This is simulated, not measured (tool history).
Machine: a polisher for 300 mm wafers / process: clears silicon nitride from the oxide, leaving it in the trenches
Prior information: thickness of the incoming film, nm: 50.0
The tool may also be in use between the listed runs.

run  hour  flow of slurry (ml/min)  pressure of the wafer on the pad (kPa)  speed of the pad under the wafer (m/s)  overpolish time after the end point (s)  time until the end point was called (s)
  1   0.0                      155                                    19.3                                    0.78                                       12                                   73.519
  2   6.8                      160                                    20.0                                    0.78                                       12                                   69.386
  3  15.4                      160                                    15.2                                    0.78                                       12                                   91.092
  4  22.9                      170                                    17.2                                    0.78                                       12                                   81.773
  5  26.9                      170                                    18.6                                    0.78                                       12                                   74.564
  6  29.7                      190                                    18.6                                    0.78                                       12                                   72.942
  7  37.4                      195                                    19.3                                    0.78                                       12                                   70.306

For run 8, what comes out?
  8  41.6                      200                                    20.0                                    0.78                                       12                                        ?

Run 8 measured time until the end point was called (s) 68.490.
